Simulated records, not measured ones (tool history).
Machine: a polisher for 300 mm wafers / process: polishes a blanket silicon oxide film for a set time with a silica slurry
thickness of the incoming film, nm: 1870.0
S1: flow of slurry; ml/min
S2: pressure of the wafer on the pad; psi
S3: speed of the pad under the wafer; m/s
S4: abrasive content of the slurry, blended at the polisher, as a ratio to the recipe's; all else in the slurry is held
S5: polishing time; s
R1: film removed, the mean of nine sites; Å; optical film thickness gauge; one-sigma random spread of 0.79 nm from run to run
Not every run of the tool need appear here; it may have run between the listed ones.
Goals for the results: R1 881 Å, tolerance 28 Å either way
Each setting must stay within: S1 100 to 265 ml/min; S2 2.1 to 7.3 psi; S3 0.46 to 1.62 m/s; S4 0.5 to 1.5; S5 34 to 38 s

run	hour	S1	S2	S3	S4	S5	R1
1	0	170	4.7	1.04	1	38	1250.8
2	2.9	165	4.3	1.04	1	38	1142.8
3	11.4	160	4	1.04	1	38	1060.3
4	13.5	155	3.8	1.04	1	38	1005.8
5	14.2	155	3.8	1.22	1	38	1140.4
6	22.9	155	4.3	1.22	1	38	1267.5
7	27.4	150	3.9	1.22	1	38	1157.8
8	32.3	145	3.6	1.22	1	38	1066.5
9	34.5	125	2.7	1.22	1	38	789.37
10	41	135	2.7	1.22	1	38	789.32
11	43.2	145	2.8	1.22	1	38	834.34
12	48.6	150	2.8	1.22	1	38	845.04

Next run, 5 choices. One meets every target within its allowed miss, the rest don't. Which?
A	54	145	2.6	1.4	1.1	34	?
B	54	165	2.8	1.14	1.05	37	?
C	54	150	3.4	1.14	1	38	?
D	54	160	3	1.12	1.1	37	?
E	54	175	2.7	1.1	1.2	37	?

move	R1
A	813.88
B	813.05
C	961.73
D	872.92
E	825.66
A: lands further from the targets than the last run did
B: lands further from the targets than the last run did
C: pushes the last run's worst result past its target
D: each result inside its tolerance
E: lands further from the targets than the last run did
Move D is the one to make.

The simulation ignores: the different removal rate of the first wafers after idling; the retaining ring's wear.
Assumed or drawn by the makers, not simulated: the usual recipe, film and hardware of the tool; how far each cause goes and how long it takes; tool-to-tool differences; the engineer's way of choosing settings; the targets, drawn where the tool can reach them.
